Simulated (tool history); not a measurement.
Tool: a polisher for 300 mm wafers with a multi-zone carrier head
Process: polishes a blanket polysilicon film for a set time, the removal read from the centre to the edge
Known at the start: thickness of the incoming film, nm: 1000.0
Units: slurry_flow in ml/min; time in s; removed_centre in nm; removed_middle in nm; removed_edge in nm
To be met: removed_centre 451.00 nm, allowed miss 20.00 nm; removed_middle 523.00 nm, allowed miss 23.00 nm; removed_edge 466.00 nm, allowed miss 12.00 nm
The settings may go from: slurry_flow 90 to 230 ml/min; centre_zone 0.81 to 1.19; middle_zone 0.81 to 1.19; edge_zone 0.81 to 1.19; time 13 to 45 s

run 1 hour=0.0 | slurry_flow=150 centre_zone=1.00 middle_zone=1.00 edge_zone=1.00 time=29 | removed_centre=387.76 removed_middle=392.80 removed_edge=386.16
run 2 hour=1.2 | slurry_flow=150 centre_zone=1.03 middle_zone=1.00 edge_zone=1.00 time=29 | removed_centre=406.10 removed_middle=391.54 removed_edge=387.23
run 3 hour=2.6 | slurry_flow=150 centre_zone=1.03 middle_zone=1.00 edge_zone=0.95 time=29 | removed_centre=403.56 removed_middle=397.78 removed_edge=376.73
run 4 hour=6.4 | slurry_flow=175 centre_zone=1.03 middle_zone=1.00 edge_zone=0.95 time=29 | removed_centre=426.28 removed_middle=404.90 removed_edge=390.68
run 5 hour=10.1 | slurry_flow=175 centre_zone=1.03 middle_zone=1.00 edge_zone=0.95 time=25 | removed_centre=361.25 removed_middle=341.89 removed_edge=336.04
run 6 hour=17.2 | slurry_flow=175 centre_zone=1.03 middle_zone=1.00 edge_zone=0.87 time=25 | removed_centre=358.57 removed_middle=341.26 removed_edge=326.06
run 7 hour=22.6 | slurry_flow=175 centre_zone=1.03 middle_zone=1.00 edge_zone=0.87 time=25 | removed_centre=360.58 removed_middle=347.64 removed_edge=318.82
run 8 hour=26.9 | slurry_flow=175 centre_zone=1.02 middle_zone=1.03 edge_zone=0.91 time=27 | removed_centre=387.54 removed_middle=389.89 removed_edge=354.61
run 9 hour=33.7 | slurry_flow=180 centre_zone=1.01 middle_zone=1.05 edge_zone=0.96 time=28 | removed_centre=399.69 removed_middle=401.07 removed_edge=373.70
run 10 hour=40.3 | slurry_flow=180 centre_zone=1.00 middle_zone=1.07 edge_zone=0.98 time=29 | removed_centre=412.61 removed_middle=433.00 removed_edge=394.45
run 11 hour=46.9 | slurry_flow=185 centre_zone=0.99 middle_zone=1.09 edge_zone=1.01 time=30 | removed_centre=419.45 removed_middle=462.44 removed_edge=410.72
run 12 hour=47.7 | slurry_flow=190 centre_zone=0.99 middle_zone=1.10 edge_zone=1.04 time=30 | removed_centre=424.10 removed_middle=458.99 removed_edge=420.73
run 13 hour=48.9 | slurry_flow=195 centre_zone=0.99 middle_zone=1.11 edge_zone=1.05 time=30 | removed_centre=428.86 removed_middle=464.41 removed_edge=422.01

5 next moves are on the table. One of them brings every result within its allowed miss. Which?
run A hour=50.1 | slurry_flow=220 centre_zone=1.13 middle_zone=0.99 edge_zone=1.06 time=27 | removed_centre=? removed_middle=? removed_edge=?
run B hour=50.1 | slurry_flow=205 centre_zone=1.11 middle_zone=1.19 edge_zone=1.02 time=30 | removed_centre=? removed_middle=? removed_edge=?
run C hour=50.1 | slurry_flow=175 centre_zone=0.83 middle_zone=0.96 edge_zone=1.12 time=33 | removed_centre=? removed_middle=? removed_edge=?
run D hour=50.1 | slurry_flow=155 centre_zone=1.00 middle_zone=1.17 edge_zone=1.10 time=33 | removed_centre=? removed_middle=? removed_edge=?
run E hour=50.1 | slurry_flow=230 centre_zone=1.18 middle_zone=1.06 edge_zone=1.07 time=27 | removed_centre=? removed_middle=? removed_edge=?

move=A removed_centre=452.92 removed_middle=387.33 removed_edge=390.20
move=B removed_centre=489.46 removed_middle=498.72 removed_edge=421.12
move=C removed_centre=389.70 removed_middle=445.87 removed_edge=477.72
move=D removed_centre=458.95 removed_middle=515.28 removed_edge=464.21
move=E removed_centre=476.46 removed_middle=412.74 removed_edge=393.42
A: further off than the last run
B: as far off as the last run
C: brings the result that was furthest off to its target, and leaves another outside
D: meets every target
E: further off than the last run
Move D is the one to make.

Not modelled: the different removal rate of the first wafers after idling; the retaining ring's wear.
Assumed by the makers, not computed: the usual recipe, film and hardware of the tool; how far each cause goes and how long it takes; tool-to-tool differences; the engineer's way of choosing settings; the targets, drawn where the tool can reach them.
